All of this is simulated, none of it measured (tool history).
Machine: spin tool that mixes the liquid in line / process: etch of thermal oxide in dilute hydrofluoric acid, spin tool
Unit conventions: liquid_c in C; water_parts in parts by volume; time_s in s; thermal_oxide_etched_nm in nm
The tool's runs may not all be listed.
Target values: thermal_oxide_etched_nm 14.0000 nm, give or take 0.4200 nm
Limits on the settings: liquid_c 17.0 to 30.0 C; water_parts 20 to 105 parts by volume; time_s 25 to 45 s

Run 1, hour 0.0: liquid_c 22.0 C, water_parts 55 parts by volume, time_s 45 s. Result: thermal_oxide_etched_nm 3.6982 nm.
Run 2, hour 2.5: liquid_c 23.0 C, water_parts 50 parts by volume, time_s 45 s. Result: thermal_oxide_etched_nm 4.2585 nm.
Run 3, hour 7.2: liquid_c 24.0 C, water_parts 45 parts by volume, time_s 45 s. Result: thermal_oxide_etched_nm 5.0346 nm.
Run 4, hour 12.9: liquid_c 25.0 C, water_parts 40 parts by volume, time_s 45 s. Result: thermal_oxide_etched_nm 5.9113 nm.
Run 5, hour 16.1: liquid_c 25.0 C, water_parts 60 parts by volume, time_s 45 s. Result: thermal_oxide_etched_nm 3.8317 nm.
Run 6, hour 17.5: liquid_c 25.5 C, water_parts 55 parts by volume, time_s 45 s. Result: thermal_oxide_etched_nm 4.3079 nm.
Run 7, hour 21.5: liquid_c 26.0 C, water_parts 50 parts by volume, time_s 45 s. Result: thermal_oxide_etched_nm 4.8001 nm.
Run 8, hour 22.9: liquid_c 26.5 C, water_parts 45 parts by volume, time_s 45 s. Result: thermal_oxide_etched_nm 5.5501 nm.
Run 9, hour 30.6: liquid_c 26.5 C, water_parts 45 parts by volume, time_s 45 s. Result: thermal_oxide_etched_nm 5.4513 nm.
Run 10, hour 36.0: liquid_c 27.0 C, water_parts 40 parts by volume, time_s 45 s. Result: thermal_oxide_etched_nm 6.4068 nm.
Run 11, hour 44.3: liquid_c 27.5 C, water_parts 35 parts by volume, time_s 45 s. Result: thermal_oxide_etched_nm 7.5813 nm.
Run 12, hour 50.4: liquid_c 28.0 C, water_parts 35 parts by volume, time_s 45 s. Result: thermal_oxide_etched_nm 7.6435 nm.
Run 13, hour 56.2: liquid_c 28.5 C, water_parts 35 parts by volume, time_s 45 s. Result: thermal_oxide_etched_nm 7.7359 nm.
Run 14, hour 61.6: liquid_c 28.5 C, water_parts 35 parts by volume, time_s 45 s. Result: thermal_oxide_etched_nm 7.8247 nm.

Consider the 4 candidate settings below. Which is the only one whose results all fall within their allowed miss of target?
Run A, hour 67.0: liquid_c 30.0 C, water_parts 25 parts by volume, time_s 45 s. Result: thermal_oxide_etched_nm ?.
Run B, hour 67.0: liquid_c 28.5 C, water_parts 20 parts by volume, time_s 45 s. Result: thermal_oxide_etched_nm ?.
Run C, hour 67.0: liquid_c 27.5 C, water_parts 25 parts by volume, time_s 45 s. Result: thermal_oxide_etched_nm ?.
Run D, hour 67.0: liquid_c 28.5 C, water_parts 45 parts by volume, time_s 25 s. Result: thermal_oxide_etched_nm ?.

move  thermal_oxide_etched_nm
   A                  11.7760
   B                  13.9610
   C                  10.6390
   D                   3.3188
A: nearer the targets than the last run, but a result is still out of spec
B: every result lands within tolerance
C: nearer the targets than the last run, but a result is still out of spec
D: further off than the last run
Move B is the one to make.
